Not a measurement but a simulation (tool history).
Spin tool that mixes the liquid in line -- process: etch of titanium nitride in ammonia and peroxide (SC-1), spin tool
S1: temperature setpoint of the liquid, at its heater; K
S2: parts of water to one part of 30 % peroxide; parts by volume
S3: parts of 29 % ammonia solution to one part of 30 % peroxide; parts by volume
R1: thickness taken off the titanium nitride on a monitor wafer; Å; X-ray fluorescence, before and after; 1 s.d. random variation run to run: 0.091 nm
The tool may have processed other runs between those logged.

Run 1, hour 0.0: S1 335.15 K, S2 19.0 parts by volume, S3 0.45 parts by volume, time under the liquid (s) 310. Result: R1 304.39 Å.
Run 2, hour 4.9: S1 333.15 K, S2 19.0 parts by volume, S3 0.45 parts by volume, time under the liquid (s) 310. Result: R1 267.92 Å.
Run 3, hour 7.7: S1 333.15 K, S2 19.0 parts by volume, S3 0.30 parts by volume, time under the liquid (s) 310. Result: R1 250.76 Å.
Run 4, hour 13.9: S1 333.15 K, S2 19.0 parts by volume, S3 0.40 parts by volume, time under the liquid (s) 310. Result: R1 260.88 Å.
Run 5, hour 15.3: S1 333.15 K, S2 19.0 parts by volume, S3 0.30 parts by volume, time under the liquid (s) 310. Result: R1 253.51 Å.
Run 6, hour 20.1: S1 333.15 K, S2 19.0 parts by volume, S3 0.30 parts by volume, time under the liquid (s) 330. Result: R1 269.77 Å.

What will run 7 give?
Run 7, hour 24.3: S1 331.15 K, S2 19.5 parts by volume, S3 0.30 parts by volume, time under the liquid (s) 330. Result: R1 ?.

R1: 231.73 Å
